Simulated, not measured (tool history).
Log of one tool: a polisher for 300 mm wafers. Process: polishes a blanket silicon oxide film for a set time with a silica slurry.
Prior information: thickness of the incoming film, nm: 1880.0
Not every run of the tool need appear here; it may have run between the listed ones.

run    day  flow of slurry (ml/min)  pressure of the wafer on the pad (kPa)  speed of the pad under the wafer (m/s)  abrasive content of the slurry  polishing time (s)  film removed (angstrom)
  1      0                      245                                    32.4                                    1.24                               1                  76                   3640.8
  2  0.079                      245                                      31                                    1.24                               1                  76                   3470.1
  3  0.171                      245                                    30.3                                    1.24                               1                  76                   3479.6
  4  0.283                      245                                    29.6                                    1.24                               1                  76                   3339.3
  5  0.479                      245                                    29.6                                    1.52                               1                  76                   3965.1
  6  0.633                      245                                    28.3                                    1.52                               1                  76                   3802.7

Estimate the outcome of run 7 from the log above:
  7  0.683                      245                                    26.9                                    1.52                               1                  76                        ?

Run 7 measured film removed (angstrom) 3626.5.

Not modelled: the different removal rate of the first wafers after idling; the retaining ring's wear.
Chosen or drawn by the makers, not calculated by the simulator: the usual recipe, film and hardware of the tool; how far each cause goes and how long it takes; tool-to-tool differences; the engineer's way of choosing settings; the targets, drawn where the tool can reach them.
